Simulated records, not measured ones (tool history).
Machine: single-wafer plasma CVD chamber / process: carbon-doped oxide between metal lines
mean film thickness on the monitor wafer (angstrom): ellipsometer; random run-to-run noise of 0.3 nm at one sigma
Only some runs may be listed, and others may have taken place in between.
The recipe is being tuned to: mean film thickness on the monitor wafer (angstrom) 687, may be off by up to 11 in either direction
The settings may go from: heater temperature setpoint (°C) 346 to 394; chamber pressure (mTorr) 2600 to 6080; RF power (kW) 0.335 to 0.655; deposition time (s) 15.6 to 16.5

| run | day | heater temperature setpoint (°C) | chamber pressure (mTorr) | RF power (kW) | deposition time (s) | mean film thickness on the monitor wafer (angstrom) |
|---|---|---|---|---|---|---|
| 1 | 0 | 370 | 4340 | 0.495 | 16.5 | 754.39 |
| 2 | 0.371 | 370 | 4340 | 0.495 | 16.5 | 751.62 |
| 3 | 0.412 | 372 | 4130 | 0.49 | 16.5 | 732.54 |
| 4 | 0.554 | 372 | 4130 | 0.465 | 16.5 | 705.04 |
| 5 | 0.829 | 372 | 4130 | 0.49 | 16.5 | 731.95 |
| 6 | 0.983 | 374 | 4050 | 0.49 | 16.5 | 729.84 |
| 7 | 1.288 | 375 | 3900 | 0.49 | 16.5 | 724.51 |
| 8 | 1.567 | 376 | 3770 | 0.49 | 16.5 | 715.14 |
| 9 | 1.892 | 377 | 3690 | 0.49 | 16.5 | 715.15 |
| 10 | 2.154 | 382 | 3120 | 0.475 | 16.5 | 670.92 |
| 11 | 2.371 | 381 | 3170 | 0.475 | 16.5 | 673.51 |

Which single option among these 5 for the next run brings every result within its allowed miss of target? Just one does.
| A | 2.588 | 385 | 3100 | 0.495 | 15.9 | ? |
| B | 2.588 | 390 | 2820 | 0.53 | 15.7 | ? |
| C | 2.588 | 393 | 3180 | 0.495 | 15.9 | ? |
| D | 2.588 | 384 | 3370 | 0.455 | 16.2 | ? |
| E | 2.588 | 378 | 3380 | 0.475 | 15.8 | ? |

| move | mean film thickness on the monitor wafer (angstrom) |
|---|---|
| A | 671.56 |
| B | 688.66 |
| C | 661.52 |
| D | 640.6 |
| E | 659.48 |
A: misses by more than the last run did
B: each result inside its tolerance
C: misses by more than the last run did
D: misses by more than the last run did
E: misses by more than the last run did
So the answer is move B, the one that meets all the targets.

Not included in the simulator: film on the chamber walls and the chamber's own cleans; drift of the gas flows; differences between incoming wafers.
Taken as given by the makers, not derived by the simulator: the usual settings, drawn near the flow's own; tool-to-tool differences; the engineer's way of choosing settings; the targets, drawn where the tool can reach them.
